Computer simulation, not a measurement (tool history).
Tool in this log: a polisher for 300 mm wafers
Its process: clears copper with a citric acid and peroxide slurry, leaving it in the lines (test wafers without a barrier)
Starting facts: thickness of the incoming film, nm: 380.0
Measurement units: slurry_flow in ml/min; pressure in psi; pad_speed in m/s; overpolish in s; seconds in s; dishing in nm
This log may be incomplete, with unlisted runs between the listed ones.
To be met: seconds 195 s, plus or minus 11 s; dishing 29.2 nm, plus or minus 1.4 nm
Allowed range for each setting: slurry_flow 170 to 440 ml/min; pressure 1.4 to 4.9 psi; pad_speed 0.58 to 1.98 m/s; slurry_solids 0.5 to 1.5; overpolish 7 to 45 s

Run 1, hour 0: slurry_flow 280 ml/min, pressure 3.1 psi, pad_speed 1.28 m/s, slurry_solids 1, overpolish 23 s. Result: seconds 107.39 s, dishing 38.469 nm.
Run 2, hour 2.1: slurry_flow 280 ml/min, pressure 3.1 psi, pad_speed 1.28 m/s, slurry_solids 1, overpolish 29 s. Result: seconds 104.01 s, dishing 40.883 nm.
Run 3, hour 4.2: slurry_flow 280 ml/min, pressure 3.1 psi, pad_speed 1.28 m/s, slurry_solids 0.8, overpolish 29 s. Result: seconds 111.37 s, dishing 41.09 nm.
Run 4, hour 7.6: slurry_flow 280 ml/min, pressure 3.1 psi, pad_speed 1.28 m/s, slurry_solids 0.8, overpolish 36 s. Result: seconds 110.69 s, dishing 45.386 nm.
Run 5, hour 9.7: slurry_flow 280 ml/min, pressure 3.4 psi, pad_speed 1.28 m/s, slurry_solids 0.8, overpolish 36 s. Result: seconds 101.28 s, dishing 45.374 nm.
Run 6, hour 18.2: slurry_flow 280 ml/min, pressure 3.4 psi, pad_speed 1.28 m/s, slurry_solids 0.7, overpolish 36 s. Result: seconds 105.86 s, dishing 46.016 nm.
Run 7, hour 26.6: slurry_flow 280 ml/min, pressure 3.2 psi, pad_speed 1.26 m/s, slurry_solids 0.7, overpolish 34 s. Result: seconds 115.37 s, dishing 43.86 nm.
Run 8, hour 35: slurry_flow 280 ml/min, pressure 3 psi, pad_speed 1.24 m/s, slurry_solids 0.7, overpolish 32 s. Result: seconds 120.15 s, dishing 41.99 nm.
Run 9, hour 38.4: slurry_flow 280 ml/min, pressure 2.9 psi, pad_speed 1.2 m/s, slurry_solids 0.7, overpolish 31 s. Result: seconds 129.66 s, dishing 39.252 nm.
Run 10, hour 40.9: slurry_flow 280 ml/min, pressure 2.8 psi, pad_speed 1.18 m/s, slurry_solids 0.7, overpolish 30 s. Result: seconds 136.09 s, dishing 38.169 nm.
Run 11, hour 44.6: slurry_flow 280 ml/min, pressure 2.7 psi, pad_speed 1.18 m/s, slurry_solids 0.7, overpolish 29 s. Result: seconds 134.31 s, dishing 37.042 nm.
Run 12, hour 45.5: slurry_flow 280 ml/min, pressure 2.6 psi, pad_speed 1.16 m/s, slurry_solids 0.7, overpolish 29 s. Result: seconds 141.37 s, dishing 35.569 nm.
Run 13, hour 48.1: slurry_flow 280 ml/min, pressure 2.5 psi, pad_speed 1.16 m/s, slurry_solids 0.7, overpolish 29 s. Result: seconds 152.72 s, dishing 34.881 nm.
Run 14, hour 49.1: slurry_flow 280 ml/min, pressure 2.4 psi, pad_speed 1.16 m/s, slurry_solids 0.7, overpolish 29 s. Result: seconds 155.19 s, dishing 34.274 nm.
Run 15, hour 53.9: slurry_flow 280 ml/min, pressure 2.4 psi, pad_speed 1.16 m/s, slurry_solids 0.7, overpolish 29 s. Result: seconds 161.42 s, dishing 33.183 nm.
Run 16, hour 60.2: slurry_flow 280 ml/min, pressure 2.4 psi, pad_speed 1.16 m/s, slurry_solids 0.7, overpolish 29 s. Result: seconds 157.23 s, dishing 33.646 nm.
Run 17, hour 62.2: slurry_flow 280 ml/min, pressure 2.3 psi, pad_speed 1.16 m/s, slurry_solids 0.7, overpolish 29 s. Result: seconds 161.2 s, dishing 34.118 nm.
Run 18, hour 67.9: slurry_flow 280 ml/min, pressure 2.2 psi, pad_speed 1.16 m/s, slurry_solids 0.7, overpolish 29 s. Result: seconds 176.03 s, dishing 32.366 nm.

Of the 5 settings listed for the next run, only one would bring every result within its allowed miss of target. Which one?
Run A, hour 73.6: slurry_flow 305 ml/min, pressure 2.1 psi, pad_speed 1.38 m/s, slurry_solids 0.65, overpolish 32 s. Result: seconds ?, dishing ?.
Run B, hour 73.6: slurry_flow 300 ml/min, pressure 2 psi, pad_speed 1.2 m/s, slurry_solids 0.65, overpolish 32 s. Result: seconds ?, dishing ?.
Run C, hour 73.6: slurry_flow 220 ml/min, pressure 1.7 psi, pad_speed 1.46 m/s, slurry_solids 0.55, overpolish 29 s. Result: seconds ?, dishing ?.
Run D, hour 73.6: slurry_flow 290 ml/min, pressure 1.8 psi, pad_speed 1.1 m/s, slurry_solids 0.75, overpolish 29 s. Result: seconds ?, dishing ?.
Run E, hour 73.6: slurry_flow 275 ml/min, pressure 2.3 psi, pad_speed 1.14 m/s, slurry_solids 1.1, overpolish 34 s. Result: seconds ?, dishing ?.

move  seconds  dishing
   A   159.43   35.937
   B   186.21   32.886
   C   197.47   29.554
   D   214.97   28.144
   E   155.41   37.874
A: lands further from the targets than the last run did
B: lands further from the targets than the last run did
C: all results land within tolerance of their targets
D: brings the result that was furthest off to its target, and leaves another outside
E: lands further from the targets than the last run did
Correct choice: C, which meets every target
